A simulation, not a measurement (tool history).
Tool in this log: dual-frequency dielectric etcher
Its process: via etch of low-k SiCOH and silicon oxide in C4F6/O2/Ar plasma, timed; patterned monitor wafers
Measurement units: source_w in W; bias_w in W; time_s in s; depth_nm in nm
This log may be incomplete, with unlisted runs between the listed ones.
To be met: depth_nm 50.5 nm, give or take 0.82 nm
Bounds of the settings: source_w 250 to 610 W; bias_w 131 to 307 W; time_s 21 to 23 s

{"run": 1, "hour": 0.0, "source_w": 430, "bias_w": 219, "time_s": 23, "depth_nm": 57.607}
{"run": 2, "hour": 5.6, "source_w": 430, "bias_w": 241, "time_s": 23, "depth_nm": 59.874}
{"run": 3, "hour": 12.8, "source_w": 380, "bias_w": 237, "time_s": 23, "depth_nm": 56.786}
{"run": 4, "hour": 16.0, "source_w": 380, "bias_w": 268, "time_s": 23, "depth_nm": 59.397}
{"run": 5, "hour": 17.3, "source_w": 380, "bias_w": 268, "time_s": 21, "depth_nm": 54.29}
{"run": 6, "hour": 24.0, "source_w": 360, "bias_w": 266, "time_s": 21, "depth_nm": 52.716}
{"run": 7, "hour": 26.0, "source_w": 350, "bias_w": 265, "time_s": 21, "depth_nm": 52.632}
{"run": 8, "hour": 33.2, "source_w": 340, "bias_w": 264, "time_s": 21, "depth_nm": 51.685}

Below are 4 possible settings for the next run. Only one of them brings all results inside the allowed miss of their targets. Which is it?
{"run": "A", "hour": 40.4, "source_w": 370, "bias_w": 247, "time_s": 21, "depth_nm": "?"}
{"run": "B", "hour": 40.4, "source_w": 380, "bias_w": 237, "time_s": 21.5, "depth_nm": "?"}
{"run": "C", "hour": 40.4, "source_w": 290, "bias_w": 257, "time_s": 22, "depth_nm": "?"}
{"run": "D", "hour": 40.4, "source_w": 260, "bias_w": 279, "time_s": 23, "depth_nm": "?"}

move=A depth_nm=52.18
move=B depth_nm=53.155
move=C depth_nm=50.677
move=D depth_nm=52.49
A: the biggest miss grows against the last run
B: the biggest miss grows against the last run
C: every result within its allowed miss
D: the biggest miss grows against the last run
The right move is C.
